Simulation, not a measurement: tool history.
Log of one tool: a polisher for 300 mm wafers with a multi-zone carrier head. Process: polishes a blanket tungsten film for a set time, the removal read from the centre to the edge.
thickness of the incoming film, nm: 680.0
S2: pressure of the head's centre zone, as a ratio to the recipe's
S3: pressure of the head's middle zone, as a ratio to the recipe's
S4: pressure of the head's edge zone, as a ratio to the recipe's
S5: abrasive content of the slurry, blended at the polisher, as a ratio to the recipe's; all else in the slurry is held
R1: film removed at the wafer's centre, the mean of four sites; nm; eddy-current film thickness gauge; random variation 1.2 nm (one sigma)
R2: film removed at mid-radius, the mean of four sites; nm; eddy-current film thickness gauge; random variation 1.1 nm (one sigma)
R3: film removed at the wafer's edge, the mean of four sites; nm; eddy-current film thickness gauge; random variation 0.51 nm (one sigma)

run 1 day=0.000 | flow_of_slurry_(ml/min)=150 S2=1.00 S3=1.00 S4=1.00 S5=1.00 polishing_time_(s)=39 | R1=134.540 R2=133.100 R3=133.790
run 2 day=0.362 | flow_of_slurry_(ml/min)=150 S2=1.00 S3=1.00 S4=1.00 S5=0.90 polishing_time_(s)=39 | R1=135.200 R2=130.230 R3=129.310
run 3 day=0.396 | flow_of_slurry_(ml/min)=145 S2=0.98 S3=1.01 S4=0.96 S5=0.80 polishing_time_(s)=36 | R1=112.590 R2=116.570 R3=114.390
run 4 day=0.696 | flow_of_slurry_(ml/min)=145 S2=1.01 S3=1.03 S4=0.92 S5=0.70 polishing_time_(s)=34 | R1=106.620 R2=107.010 R3=101.670
run 5 day=1.021 | flow_of_slurry_(ml/min)=140 S2=1.02 S3=1.05 S4=0.89 S5=0.65 polishing_time_(s)=33 | R1=101.320 R2=104.680 R3=95.009
run 6 day=1.279 | flow_of_slurry_(ml/min)=140 S2=1.02 S3=1.05 S4=0.89 S5=0.65 polishing_time_(s)=37 | R1=111.740 R2=116.500 R3=106.640
run 7 day=1.396 | flow_of_slurry_(ml/min)=135 S2=1.03 S3=1.06 S4=0.87 S5=0.60 polishing_time_(s)=35 | R1=106.510 R2=108.940 R3=97.381
run 8 day=1.746 | flow_of_slurry_(ml/min)=135 S2=1.03 S3=1.06 S4=0.87 S5=0.60 polishing_time_(s)=35 | R1=104.690 R2=107.520 R3=97.169
run 9 day=2.025 | flow_of_slurry_(ml/min)=115 S2=1.05 S3=1.08 S4=0.81 S5=0.50 polishing_time_(s)=30 | R1=82.005 R2=85.826 R3=74.352
run 10 day=2.238 | flow_of_slurry_(ml/min)=125 S2=1.05 S3=1.08 S4=0.82 S5=0.50 polishing_time_(s)=30 | R1=84.443 R2=88.511 R3=75.418

The next listed run, before its measurement:
run 11 day=2.371 | flow_of_slurry_(ml/min)=135 S2=1.05 S3=1.07 S4=0.83 S5=0.50 polishing_time_(s)=30 | R1=? R2=? R3=?

R1: 85.021 nm
R2: 86.151 nm
R3: 76.928 nm

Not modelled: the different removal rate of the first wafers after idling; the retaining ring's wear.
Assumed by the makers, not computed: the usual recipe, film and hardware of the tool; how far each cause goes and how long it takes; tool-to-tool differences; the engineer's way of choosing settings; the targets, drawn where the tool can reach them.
